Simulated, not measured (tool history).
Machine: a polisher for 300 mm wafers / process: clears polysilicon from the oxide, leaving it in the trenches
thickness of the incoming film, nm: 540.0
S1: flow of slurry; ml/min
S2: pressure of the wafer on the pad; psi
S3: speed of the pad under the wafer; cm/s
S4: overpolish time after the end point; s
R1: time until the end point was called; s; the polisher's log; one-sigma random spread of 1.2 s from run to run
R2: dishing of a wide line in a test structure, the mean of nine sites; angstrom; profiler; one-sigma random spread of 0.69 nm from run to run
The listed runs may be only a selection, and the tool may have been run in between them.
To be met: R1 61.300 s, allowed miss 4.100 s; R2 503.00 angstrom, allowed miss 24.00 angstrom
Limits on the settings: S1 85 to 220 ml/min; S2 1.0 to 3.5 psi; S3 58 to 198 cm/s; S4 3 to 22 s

| run | hour | S1 | S2 | S3 | S4 | R1 | R2 |
|---|---|---|---|---|---|---|---|
| 1 | 0.0 | 140 | 2.2 | 128 | 11 | 38.427 | 496.80 |
| 2 | 2.3 | 140 | 1.9 | 126 | 13 | 44.509 | 495.26 |
| 3 | 8.9 | 140 | 1.9 | 126 | 16 | 42.805 | 512.72 |
| 4 | 14.7 | 140 | 1.9 | 126 | 19 | 43.212 | 532.43 |
| 5 | 21.9 | 140 | 1.9 | 126 | 22 | 44.600 | 535.79 |
| 6 | 26.5 | 140 | 1.7 | 124 | 22 | 47.542 | 543.78 |
| 7 | 32.9 | 140 | 1.6 | 120 | 20 | 52.640 | 525.31 |
| 8 | 36.8 | 140 | 1.5 | 118 | 19 | 57.906 | 511.11 |

Exercise: of the 5 proposed moves below, exactly one satisfies all targets within the stated allowed misses. Which move is it?
| A | 40.7 | 170 | 1.7 | 112 | 15 | ? | ? |
| B | 40.7 | 130 | 1.6 | 108 | 19 | ? | ? |
| C | 40.7 | 150 | 1.8 | 108 | 15 | ? | ? |
| D | 40.7 | 165 | 1.4 | 136 | 16 | ? | ? |
| E | 40.7 | 190 | 1.3 | 104 | 22 | ? | ? |

| move | R1 | R2 |
|---|---|---|
| A | 51.109 | 491.64 |
| B | 58.312 | 501.74 |
| C | 51.397 | 491.04 |
| D | 50.120 | 499.91 |
| E | 67.691 | 501.52 |
A: lands further from the targets than the last run did
B: in spec on every target
C: lands further from the targets than the last run did
D: lands further from the targets than the last run did
E: pushes the last run's worst result past its target
B meets every target.
